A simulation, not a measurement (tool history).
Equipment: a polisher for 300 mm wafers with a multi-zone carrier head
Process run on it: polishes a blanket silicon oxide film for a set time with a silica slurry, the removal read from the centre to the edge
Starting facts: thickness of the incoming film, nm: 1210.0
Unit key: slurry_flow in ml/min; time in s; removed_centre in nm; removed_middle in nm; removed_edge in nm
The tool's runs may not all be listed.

run  hour  slurry_flow  centre_zone  middle_zone  edge_zone  slurry_solids  time  removed_centre  removed_middle  removed_edge
  1   0.0          150         1.00         1.00       1.00           1.00    72          239.70          246.00        228.70
  2   2.5          145         0.99         0.98       0.99           0.95    72          227.10          227.12        218.40
  3  11.3          145         0.99         0.98       1.03           0.95    72          226.53          225.35        220.61
  4  12.9          145         0.99         0.98       1.03           0.95    61          192.73          192.56        188.47
  5  19.3          145         0.94         0.98       1.03           0.95    61          182.46          195.61        190.72
  6  21.4          145         0.94         0.98       1.03           0.95    69          205.73          219.92        211.79
  7  22.0          140         0.94         0.97       1.01           0.95    69          204.26          213.60        212.47

The next listed run, before its measurement:
  8  31.0          140         0.94         0.97       1.01           0.95    69               ?               ?             ?

removed_centre: 204.98 nm
removed_middle: 214.04 nm
removed_edge: 210.05 nm

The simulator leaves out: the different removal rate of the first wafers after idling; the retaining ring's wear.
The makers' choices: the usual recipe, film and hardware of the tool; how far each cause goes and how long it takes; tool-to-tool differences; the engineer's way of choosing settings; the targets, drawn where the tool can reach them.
